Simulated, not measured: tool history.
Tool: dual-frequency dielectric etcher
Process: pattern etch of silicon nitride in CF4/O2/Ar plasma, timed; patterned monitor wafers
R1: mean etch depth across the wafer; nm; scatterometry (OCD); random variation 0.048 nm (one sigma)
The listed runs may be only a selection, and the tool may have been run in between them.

run 1 hour=0.0 | source_power_(kW)=0.470 bias_power_(kW)=0.066 Ar_flow_(sccm)=95 CF4_flow_(sccm)=105 etch_time_(s)=10 | R1=19.103
run 2 hour=0.9 | source_power_(kW)=0.470 bias_power_(kW)=0.066 Ar_flow_(sccm)=110 CF4_flow_(sccm)=105 etch_time_(s)=10 | R1=18.687
run 3 hour=7.5 | source_power_(kW)=0.470 bias_power_(kW)=0.066 Ar_flow_(sccm)=110 CF4_flow_(sccm)=120 etch_time_(s)=10 | R1=19.020
run 4 hour=8.1 | source_power_(kW)=0.470 bias_power_(kW)=0.066 Ar_flow_(sccm)=110 CF4_flow_(sccm)=120 etch_time_(s)=10 | R1=19.022
run 5 hour=12.6 | source_power_(kW)=0.410 bias_power_(kW)=0.062 Ar_flow_(sccm)=111 CF4_flow_(sccm)=119 etch_time_(s)=10 | R1=15.647
run 6 hour=18.0 | source_power_(kW)=0.380 bias_power_(kW)=0.062 Ar_flow_(sccm)=111 CF4_flow_(sccm)=119 etch_time_(s)=10 | R1=14.344
run 7 hour=19.9 | source_power_(kW)=0.360 bias_power_(kW)=0.062 Ar_flow_(sccm)=111 CF4_flow_(sccm)=119 etch_time_(s)=10 | R1=13.564

Run 8 has not been measured yet. What should we expect?
run 8 hour=28.1 | source_power_(kW)=0.350 bias_power_(kW)=0.062 Ar_flow_(sccm)=111 CF4_flow_(sccm)=119 etch_time_(s)=10 | R1=?

R1: 13.194 nm
